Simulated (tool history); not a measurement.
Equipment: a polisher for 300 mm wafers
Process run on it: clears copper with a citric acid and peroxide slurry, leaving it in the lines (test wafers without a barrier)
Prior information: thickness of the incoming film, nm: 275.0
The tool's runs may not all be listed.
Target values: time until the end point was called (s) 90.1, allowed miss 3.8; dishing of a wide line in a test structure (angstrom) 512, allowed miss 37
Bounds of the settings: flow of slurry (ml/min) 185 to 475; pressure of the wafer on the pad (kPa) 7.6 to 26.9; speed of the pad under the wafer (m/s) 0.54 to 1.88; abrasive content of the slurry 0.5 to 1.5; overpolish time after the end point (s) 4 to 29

| run | hour | flow of slurry (ml/min) | pressure of the wafer on the pad (kPa) | speed of the pad under the wafer (m/s) | abrasive content of the slurry | overpolish time after the end point (s) | time until the end point was called (s) | dishing of a wide line in a test structure (angstrom) |
|---|---|---|---|---|---|---|---|---|
| 1 | 0 | 305 | 17.2 | 1.2 | 1 | 15 | 114.95 | 246.91 |
| 2 | 8.5 | 305 | 21.4 | 1.2 | 1 | 15 | 93.74 | 292.92 |
| 3 | 14 | 365 | 21.4 | 1.2 | 1 | 15 | 93.992 | 297.91 |
| 4 | 21 | 365 | 21.4 | 1.2 | 1 | 10 | 94.941 | 213.13 |
| 5 | 29.1 | 365 | 21.4 | 1.2 | 1 | 14 | 92.506 | 287.59 |
| 6 | 35.9 | 365 | 21.4 | 1.2 | 1 | 17 | 93.21 | 357.12 |
| 7 | 42.4 | 365 | 21.4 | 1.2 | 1 | 19 | 95.61 | 381.02 |
| 8 | 45.1 | 365 | 22.1 | 1.2 | 1 | 20 | 89.434 | 412.11 |

Exactly one of the 4 candidate moves below puts every result within its allowed miss. Which one?
| A | 47.8 | 460 | 23.4 | 1.18 | 0.9 | 17 | ? | ? |
| B | 47.8 | 475 | 22.8 | 1.1 | 1.15 | 26 | ? | ? |
| C | 47.8 | 255 | 24.1 | 1.32 | 0.95 | 14 | ? | ? |
| D | 47.8 | 455 | 24.8 | 0.92 | 1.2 | 15 | ? | ? |

| move | time until the end point was called (s) | dishing of a wide line in a test structure (angstrom) |
|---|---|---|
| A | 86.505 | 353.72 |
| B | 87.25 | 499.34 |
| C | 81.91 | 313.53 |
| D | 88.349 | 312.16 |
A: lands further from the targets than the last run did
B: meets every target
C: lands further from the targets than the last run did
D: lands further from the targets than the last run did
Correct choice: B, which meets every target

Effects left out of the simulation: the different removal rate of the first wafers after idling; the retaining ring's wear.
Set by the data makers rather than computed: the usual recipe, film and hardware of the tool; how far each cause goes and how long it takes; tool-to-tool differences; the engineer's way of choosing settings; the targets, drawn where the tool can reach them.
